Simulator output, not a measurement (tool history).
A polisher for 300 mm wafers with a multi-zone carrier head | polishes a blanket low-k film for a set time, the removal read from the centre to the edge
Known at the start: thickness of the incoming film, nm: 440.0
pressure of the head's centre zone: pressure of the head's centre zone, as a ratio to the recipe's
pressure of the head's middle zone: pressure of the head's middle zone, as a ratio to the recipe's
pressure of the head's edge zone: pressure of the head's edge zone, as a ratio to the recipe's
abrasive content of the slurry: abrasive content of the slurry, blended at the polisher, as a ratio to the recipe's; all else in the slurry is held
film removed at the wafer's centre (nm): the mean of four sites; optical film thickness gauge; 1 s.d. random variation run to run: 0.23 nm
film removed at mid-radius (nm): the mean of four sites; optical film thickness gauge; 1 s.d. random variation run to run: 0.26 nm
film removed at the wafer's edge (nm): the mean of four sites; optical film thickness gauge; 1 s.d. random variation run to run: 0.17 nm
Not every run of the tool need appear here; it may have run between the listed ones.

run	hour	flow of slurry (ml/min)	pressure of the head's centre zone	pressure of the head's middle zone	pressure of the head's edge zone	abrasive content of the slurry	polishing time (s)	film removed at the wafer's centre (nm)	film removed at mid-radius (nm)	film removed at the wafer's edge (nm)
1	0	315	1	1	1	1	64	25.166	26.245	24.845
2	6.1	395	1	1	1	1	64	25.848	26.329	25.079
3	14.4	395	0.99	0.97	1.02	0.95	64	25.443	25.21	24.871
4	20.8	395	0.99	0.97	1.02	0.8	64	23.319	22.961	22.564
5	23.6	395	0.97	0.95	1.04	0.8	64	22.352	22.512	23.019
6	27	395	0.97	0.95	1.04	0.8	52	18.259	18.197	18.38
7	35.3	395	0.97	0.94	1.06	0.8	52	18.103	18.012	18.622
8	39.8	395	0.97	0.94	1.06	0.8	52	18.14	17.935	18.91
9	46.7	395	0.97	0.94	1.08	0.8	52	17.984	17.634	18.695

Run 10 comes next. What will it give?
10	47.5	385	0.91	0.84	1.16	1.05	53	?	?	?

{"run 10": {"film removed at the wafer's centre (nm)": 20.143, "film removed at mid-radius (nm)": 20.416, "film removed at the wafer's edge (nm)": 22.978}}

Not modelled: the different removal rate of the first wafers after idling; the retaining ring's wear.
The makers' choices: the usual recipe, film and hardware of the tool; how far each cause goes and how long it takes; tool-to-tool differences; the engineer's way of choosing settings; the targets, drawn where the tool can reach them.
